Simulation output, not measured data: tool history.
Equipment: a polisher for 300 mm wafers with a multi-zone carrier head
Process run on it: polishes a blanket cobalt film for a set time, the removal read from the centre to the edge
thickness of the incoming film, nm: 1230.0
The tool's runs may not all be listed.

run	hour	flow of slurry (ml/min)	pressure of the head's centre zone	pressure of the head's middle zone	pressure of the head's edge zone	polishing time (s)	film removed at the wafer's centre (Å)	film removed at mid-radius (Å)	film removed at the wafer's edge (Å)
1	0.0	170	1.00	1.00	1.00	52	1259.7	1268.7	1271.5
2	8.2	195	1.00	1.00	1.00	52	1331.8	1301.6	1292.5
3	9.6	195	1.03	1.00	1.00	52	1327.8	1295.3	1292.4
4	13.3	225	1.03	1.00	1.00	52	1364.9	1330.6	1283.6
5	19.1	220	1.06	1.02	1.03	54	1491.0	1390.3	1362.1
6	22.4	220	1.06	1.04	1.06	55	1527.2	1453.9	1428.0
7	25.3	225	1.07	1.05	1.08	55	1524.6	1452.1	1392.1

What does the tool deliver on the next run?
8	31.7	220	1.07	1.05	1.09	56	?	?	?

film removed at the wafer's centre (Å): 1544.3
film removed at mid-radius (Å): 1493.4
film removed at the wafer's edge (Å): 1472.9
